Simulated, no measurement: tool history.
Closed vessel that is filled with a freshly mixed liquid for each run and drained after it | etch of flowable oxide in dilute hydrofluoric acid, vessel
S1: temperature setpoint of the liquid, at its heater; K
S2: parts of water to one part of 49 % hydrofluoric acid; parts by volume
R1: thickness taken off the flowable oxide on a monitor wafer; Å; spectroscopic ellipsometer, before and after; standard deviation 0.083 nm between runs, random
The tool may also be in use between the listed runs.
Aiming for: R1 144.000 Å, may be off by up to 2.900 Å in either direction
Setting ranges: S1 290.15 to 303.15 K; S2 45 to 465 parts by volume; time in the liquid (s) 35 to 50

{"run": 1, "hour": 0.0, "S1": 295.15, "S2": 255, "time in the liquid (s)": 50, "R1": 65.684}
{"run": 2, "hour": 3.8, "S1": 296.15, "S2": 240, "time in the liquid (s)": 50, "R1": 72.704}
{"run": 3, "hour": 12.5, "S1": 293.15, "S2": 240, "time in the liquid (s)": 50, "R1": 65.449}
{"run": 4, "hour": 16.1, "S1": 294.15, "S2": 230, "time in the liquid (s)": 50, "R1": 71.649}
{"run": 5, "hour": 23.4, "S1": 295.65, "S2": 230, "time in the liquid (s)": 50, "R1": 76.051}
{"run": 6, "hour": 24.2, "S1": 296.65, "S2": 220, "time in the liquid (s)": 50, "R1": 82.999}
{"run": 7, "hour": 25.9, "S1": 297.65, "S2": 210, "time in the liquid (s)": 50, "R1": 90.499}
{"run": 8, "hour": 29.0, "S1": 297.65, "S2": 210, "time in the liquid (s)": 50, "R1": 90.927}
{"run": 9, "hour": 29.9, "S1": 298.15, "S2": 205, "time in the liquid (s)": 50, "R1": 96.365}
{"run": 10, "hour": 35.8, "S1": 298.65, "S2": 200, "time in the liquid (s)": 50, "R1": 100.21}
{"run": 11, "hour": 42.0, "S1": 299.15, "S2": 195, "time in the liquid (s)": 50, "R1": 104.57}
{"run": 12, "hour": 43.2, "S1": 299.15, "S2": 195, "time in the liquid (s)": 50, "R1": 105.5}
{"run": 13, "hour": 44.3, "S1": 299.15, "S2": 195, "time in the liquid (s)": 50, "R1": 106.07}
{"run": 14, "hour": 52.5, "S1": 299.65, "S2": 190, "time in the liquid (s)": 50, "R1": 110.43}
{"run": 15, "hour": 56.4, "S1": 300.15, "S2": 185, "time in the liquid (s)": 50, "R1": 117.12}
{"run": 16, "hour": 58.3, "S1": 300.65, "S2": 185, "time in the liquid (s)": 50, "R1": 117.82}
{"run": 17, "hour": 61.9, "S1": 301.15, "S2": 185, "time in the liquid (s)": 50, "R1": 120.54}
{"run": 18, "hour": 70.0, "S1": 302.15, "S2": 175, "time in the liquid (s)": 50, "R1": 134.17}
{"run": 19, "hour": 78.9, "S1": 302.65, "S2": 170, "time in the liquid (s)": 50, "R1": 140.23}

Which of these 4 next moves meets every target?
{"run": "A", "hour": 87.8, "S1": 299.15, "S2": 115, "time in the liquid (s)": 35, "R1": "?"}
{"run": "B", "hour": 87.8, "S1": 303.15, "S2": 170, "time in the liquid (s)": 50, "R1": "?"}
{"run": "C", "hour": 87.8, "S1": 303.15, "S2": 180, "time in the liquid (s)": 50, "R1": "?"}
{"run": "D", "hour": 87.8, "S1": 300.65, "S2": 165, "time in the liquid (s)": 50, "R1": "?"}

move=A R1=136.070
move=B R1=142.160
move=C R1=132.580
move=D R1=134.730
A: its largest miss is bigger than the last run's
B: hits every target within its allowed miss
C: its largest miss is bigger than the last run's
D: its largest miss is bigger than the last run's
Correct choice: B, which meets every target
